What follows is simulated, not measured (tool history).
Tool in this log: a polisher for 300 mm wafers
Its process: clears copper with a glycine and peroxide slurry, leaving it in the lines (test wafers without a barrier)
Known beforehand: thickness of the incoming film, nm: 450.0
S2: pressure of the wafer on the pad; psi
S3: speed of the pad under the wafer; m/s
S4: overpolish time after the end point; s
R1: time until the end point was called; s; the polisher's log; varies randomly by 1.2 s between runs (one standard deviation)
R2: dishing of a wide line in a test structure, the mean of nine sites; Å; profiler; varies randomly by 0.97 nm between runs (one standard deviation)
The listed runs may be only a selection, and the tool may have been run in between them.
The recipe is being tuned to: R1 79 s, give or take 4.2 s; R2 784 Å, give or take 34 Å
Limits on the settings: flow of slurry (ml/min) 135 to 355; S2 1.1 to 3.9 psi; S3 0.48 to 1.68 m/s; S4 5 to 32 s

run 1 hour=0 | flow_of_slurry_(ml/min)=225 S2=2.5 S3=1.08 S4=16 | R1=95.196 R2=469.32
run 2 hour=4.5 | flow_of_slurry_(ml/min)=225 S2=2.6 S3=1.08 S4=17 | R1=91.646 R2=495.23
run 3 hour=7.4 | flow_of_slurry_(ml/min)=225 S2=2.6 S3=1.08 S4=18 | R1=89.839 R2=532.96
run 4 hour=9.1 | flow_of_slurry_(ml/min)=225 S2=3 S3=1.08 S4=18 | R1=85.226 R2=582.93
run 5 hour=10.4 | flow_of_slurry_(ml/min)=190 S2=3 S3=1.08 S4=18 | R1=83.825 R2=576.38
run 6 hour=13 | flow_of_slurry_(ml/min)=215 S2=3 S3=1.08 S4=18 | R1=84.337 R2=579.05
run 7 hour=14.4 | flow_of_slurry_(ml/min)=215 S2=3 S3=1.08 S4=18 | R1=88.365 R2=570.01
run 8 hour=17.1 | flow_of_slurry_(ml/min)=215 S2=3.1 S3=1.1 S4=18 | R1=84.087 R2=592.62
run 9 hour=23.4 | flow_of_slurry_(ml/min)=215 S2=3.1 S3=1.1 S4=19 | R1=82.983 R2=628.71
run 10 hour=30.7 | flow_of_slurry_(ml/min)=215 S2=3.2 S3=1.1 S4=19 | R1=82.36 R2=633.9

Exactly one of the 4 candidate moves below puts every result within its allowed miss. Which one?
run A hour=38 | flow_of_slurry_(ml/min)=165 S2=3.5 S3=0.92 S4=24 | R1=? R2=?
run B hour=38 | flow_of_slurry_(ml/min)=235 S2=3.3 S3=1.06 S4=20 | R1=? R2=?
run C hour=38 | flow_of_slurry_(ml/min)=145 S2=3.6 S3=1.12 S4=24 | R1=? R2=?
run D hour=38 | flow_of_slurry_(ml/min)=255 S2=2.6 S3=1.38 S4=16 | R1=? R2=?

move=A R1=87.5 R2=710.15
move=B R1=79.093 R2=661.34
move=C R1=77.276 R2=781.28
move=D R1=77.078 R2=553.57
A: moves toward the targets from the last run without getting all of them in spec
B: moves toward the targets from the last run without getting all of them in spec
C: each result inside its tolerance
D: its largest miss is bigger than the last run's
C meets every target.
